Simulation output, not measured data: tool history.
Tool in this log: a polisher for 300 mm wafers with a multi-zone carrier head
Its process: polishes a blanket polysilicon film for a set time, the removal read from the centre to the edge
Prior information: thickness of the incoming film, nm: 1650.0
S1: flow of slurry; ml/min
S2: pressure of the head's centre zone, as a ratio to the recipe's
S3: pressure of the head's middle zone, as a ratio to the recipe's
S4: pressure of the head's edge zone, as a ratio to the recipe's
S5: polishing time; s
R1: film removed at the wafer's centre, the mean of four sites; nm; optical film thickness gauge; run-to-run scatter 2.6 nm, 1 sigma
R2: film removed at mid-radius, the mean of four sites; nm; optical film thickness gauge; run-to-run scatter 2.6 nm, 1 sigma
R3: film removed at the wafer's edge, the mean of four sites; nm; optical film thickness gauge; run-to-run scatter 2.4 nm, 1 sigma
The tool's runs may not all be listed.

run,hour,S1,S2,S3,S4,S5,R1,R2,R3
1,0.0,285,1.00,1.00,1.00,33,170.17,171.55,165.62
2,8.1,215,1.00,1.00,1.00,33,160.65,165.26,156.10
3,14.3,215,1.00,1.00,1.00,36,173.44,174.91,173.71
4,19.0,215,1.00,1.00,1.08,36,175.67,173.26,180.00
5,23.7,260,1.06,1.02,1.07,36,191.10,181.29,184.21
6,29.3,295,1.10,1.03,1.05,36,201.57,182.29,182.61

Estimate the outcome of run 7 from the log above:
7,36.5,320,1.13,1.05,1.05,36,?,?,?

R1: 211.01 nm
R2: 189.81 nm
R3: 181.92 nm
